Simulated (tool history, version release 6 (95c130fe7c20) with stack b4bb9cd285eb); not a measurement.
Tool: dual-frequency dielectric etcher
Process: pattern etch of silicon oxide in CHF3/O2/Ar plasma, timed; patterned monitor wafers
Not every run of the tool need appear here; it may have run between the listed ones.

run,hour,source power (W),bias power (W),etch time (s),mean etch depth across the wafer (Å)
1,0.0,560,200,250.5,4819.8
2,6.9,560,200,250.5,4816.9
3,10.0,560,200,250.5,4821.8
4,11.8,610,203,250.5,5002.7
5,13.5,650,206,250.5,5166.6
6,17.9,650,206,231.5,4784.7
7,23.1,680,219,232.0,4974.9
8,31.3,700,232,232.5,5135.8

Forecast run 9:
9,32.2,720,241,233.0,?

Run 9 came out at mean etch depth across the wafer (Å) 5304.8.
